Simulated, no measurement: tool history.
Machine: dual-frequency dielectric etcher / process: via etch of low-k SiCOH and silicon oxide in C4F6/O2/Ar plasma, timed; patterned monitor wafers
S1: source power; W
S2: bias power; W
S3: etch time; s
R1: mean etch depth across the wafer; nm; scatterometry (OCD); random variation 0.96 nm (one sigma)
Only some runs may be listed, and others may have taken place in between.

Run 1, hour 0.0: S1 320 W, S2 182 W, S3 93.5 s. Result: R1 220.73 nm.
Run 2, hour 5.0: S1 310 W, S2 175 W, S3 93.5 s. Result: R1 214.45 nm.
Run 3, hour 10.5: S1 310 W, S2 175 W, S3 93.5 s. Result: R1 213.89 nm.
Run 4, hour 17.7: S1 310 W, S2 175 W, S3 97.5 s. Result: R1 222.22 nm.
Run 5, hour 22.6: S1 300 W, S2 170 W, S3 97.5 s. Result: R1 218.58 nm.
Run 6, hour 24.4: S1 320 W, S2 170 W, S3 97.5 s. Result: R1 224.49 nm.
Run 7, hour 28.8: S1 310 W, S2 164 W, S3 97.5 s. Result: R1 216.94 nm.
Run 8, hour 37.1: S1 300 W, S2 160 W, S3 97.5 s. Result: R1 213.31 nm.

The next listed run, before its measurement:
At hour 42.1: source power generator calibrated.
Run 9, hour 42.1: S1 290 W, S2 155 W, S3 97.5 s. Result: R1 ?.

Run 9 produced R1 205.36 nm.

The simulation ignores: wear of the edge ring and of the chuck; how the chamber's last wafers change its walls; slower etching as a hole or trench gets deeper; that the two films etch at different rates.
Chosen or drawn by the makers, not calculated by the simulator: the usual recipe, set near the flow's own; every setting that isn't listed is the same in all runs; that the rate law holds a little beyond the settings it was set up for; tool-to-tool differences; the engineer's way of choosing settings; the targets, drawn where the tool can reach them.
